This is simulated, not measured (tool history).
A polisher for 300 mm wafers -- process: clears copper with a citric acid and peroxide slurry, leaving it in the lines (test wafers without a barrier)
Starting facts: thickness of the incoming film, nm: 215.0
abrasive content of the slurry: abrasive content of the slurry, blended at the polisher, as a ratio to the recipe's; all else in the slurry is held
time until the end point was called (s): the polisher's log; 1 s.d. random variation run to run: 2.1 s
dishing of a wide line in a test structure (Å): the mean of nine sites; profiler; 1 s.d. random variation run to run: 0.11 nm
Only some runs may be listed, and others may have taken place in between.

| run | day | flow of slurry (ml/min) | pressure of the wafer on the pad (kPa) | speed of the pad under the wafer (cm/s) | abrasive content of the slurry | overpolish time after the end point (s) | time until the end point was called (s) | dishing of a wide line in a test structure (Å) |
|---|---|---|---|---|---|---|---|---|
| 1 | 0.000 | 195 | 15.2 | 100 | 1.0 | 11 | 156.82 | 114.960 |
| 2 | 0.312 | 195 | 15.2 | 100 | 1.0 | 13 | 163.16 | 131.840 |
| 3 | 0.529 | 200 | 15.9 | 100 | 1.0 | 11 | 153.97 | 118.320 |
| 4 | 0.812 | 200 | 15.9 | 78 | 1.0 | 11 | 196.67 | 95.082 |
| 5 | 1.000 | 240 | 15.9 | 78 | 1.0 | 11 | 190.71 | 98.124 |
| 6 | 1.225 | 240 | 17.2 | 78 | 1.0 | 10 | 173.27 | 94.522 |
| 7 | 1.500 | 240 | 18.6 | 78 | 1.0 | 10 | 161.40 | 101.730 |
| 8 | 1.617 | 240 | 19.3 | 78 | 1.0 | 9 | 154.60 | 97.585 |

Predict the results of run 9:
| 9 | 1.875 | 240 | 19.3 | 78 | 1.0 | 9 | ? | ? |

For run 9 the tool returned time until the end point was called (s) 157.23, dishing of a wide line in a test structure (Å) 97.552.

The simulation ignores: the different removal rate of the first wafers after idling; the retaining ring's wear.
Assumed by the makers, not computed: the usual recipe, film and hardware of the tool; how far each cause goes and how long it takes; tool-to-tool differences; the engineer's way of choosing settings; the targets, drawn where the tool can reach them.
